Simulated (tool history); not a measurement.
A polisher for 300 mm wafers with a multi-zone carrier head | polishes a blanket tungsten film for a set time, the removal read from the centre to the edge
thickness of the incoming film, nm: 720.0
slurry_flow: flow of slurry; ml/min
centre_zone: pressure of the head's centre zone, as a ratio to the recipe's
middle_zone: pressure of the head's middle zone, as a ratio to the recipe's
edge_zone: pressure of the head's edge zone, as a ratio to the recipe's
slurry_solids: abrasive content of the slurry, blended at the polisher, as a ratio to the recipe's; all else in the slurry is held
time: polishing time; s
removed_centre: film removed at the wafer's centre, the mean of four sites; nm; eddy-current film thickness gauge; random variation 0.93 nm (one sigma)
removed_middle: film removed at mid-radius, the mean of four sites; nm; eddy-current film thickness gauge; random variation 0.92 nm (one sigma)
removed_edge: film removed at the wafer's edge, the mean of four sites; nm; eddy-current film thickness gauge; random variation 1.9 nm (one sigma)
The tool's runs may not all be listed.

run  hour  slurry_flow  centre_zone  middle_zone  edge_zone  slurry_solids  time  removed_centre  removed_middle  removed_edge
  1   0.0          130         1.00         1.00       1.00           1.00    70          213.87          208.08        220.59
  2   4.4          130         1.00         1.00       1.00           1.00    54          163.78          162.87        167.89
  3  12.3          115         0.96         1.00       1.00           1.00    54          150.98          159.07        161.13
  4  20.0          115         0.96         1.00       1.00           1.00    60          167.95          173.36        178.79
  5  27.1          100         0.96         1.00       1.00           1.00    60          162.55          169.52        174.39
  6  30.3          100         0.96         1.00       1.00           0.85    60          158.01          162.31        172.20
  7  33.7           95         0.92         0.99       0.99           0.85    60          147.68          157.46        168.35

The next listed run, before its measurement:
  8  34.4           90         0.90         0.99       0.98           0.85    60               ?               ?             ?

{"run 8": {"removed_centre": 142.05, "removed_middle": 156.67, "removed_edge": 164.87}}

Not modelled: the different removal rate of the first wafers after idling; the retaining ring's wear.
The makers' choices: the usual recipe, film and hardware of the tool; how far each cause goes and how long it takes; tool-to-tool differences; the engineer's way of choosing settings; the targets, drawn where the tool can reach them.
